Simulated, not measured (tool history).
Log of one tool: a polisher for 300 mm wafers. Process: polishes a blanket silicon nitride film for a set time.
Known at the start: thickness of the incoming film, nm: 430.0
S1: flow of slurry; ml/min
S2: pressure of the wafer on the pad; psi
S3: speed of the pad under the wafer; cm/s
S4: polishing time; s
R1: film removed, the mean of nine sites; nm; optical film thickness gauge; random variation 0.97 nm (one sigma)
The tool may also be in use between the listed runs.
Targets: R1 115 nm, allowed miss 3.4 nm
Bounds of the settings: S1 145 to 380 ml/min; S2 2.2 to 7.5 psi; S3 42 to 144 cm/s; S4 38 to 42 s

run,hour,S1,S2,S3,S4,R1
1,0,245,4.8,92,42,70.392
2,8.2,245,5.4,92,42,80.25
3,9.3,245,5.8,92,42,84.442
4,11.5,245,5.8,92,38,77.692
5,13.8,245,6.2,94,38,82.946
6,15.8,245,6.2,94,42,90.619
7,17.9,250,6.5,94,42,95.654
8,19.9,255,6.7,94,42,98.639
9,20.6,260,6.9,94,42,103.29
10,23.7,270,7,94,42,104.36
11,30.6,270,7.1,94,42,104.64
12,35.5,270,7.2,94,42,107.02
13,40.9,270,7.3,94,42,110.59
14,48.6,270,7.3,94,42,109.32

Which of these 5 next moves meets every target?
A,56.3,285,7.1,94,42,?
B,56.3,255,7.3,92,42,?
C,56.3,350,7.2,92,39,?
D,56.3,270,7.3,96,41,?
E,56.3,290,7,110,40,?

move,R1
A,107.09
B,106.47
C,101.57
D,108.44
E,114.3
A: further off than the last run
B: further off than the last run
C: further off than the last run
D: further off than the last run
E: meets every target
The right move is E.
